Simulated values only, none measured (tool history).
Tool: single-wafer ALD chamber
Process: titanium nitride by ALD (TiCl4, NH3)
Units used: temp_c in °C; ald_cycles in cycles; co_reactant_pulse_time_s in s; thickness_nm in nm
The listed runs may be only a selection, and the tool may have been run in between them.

run  hour  temp_c  ald_cycles  co_reactant_pulse_time_s  thickness_nm
  1     0     380          57                      2.32        1.2912
  2   5.6     389          57                      2.32        1.2918
  3  13.6     379          57                      1.87        1.2369
  4  14.4     378          57                      1.63         1.223
  5  22.8     378          59                      1.63        1.2604
  6    28     374          59                      1.63        1.2738
  7  31.4     374          58                      1.41          1.21
  8  38.5     374          58                      1.34        1.1903

Run 9 has not been measured yet. What should we expect?
  9    43     374          58                      1.33             ?

Run 9 produced thickness_nm 1.193 nm.
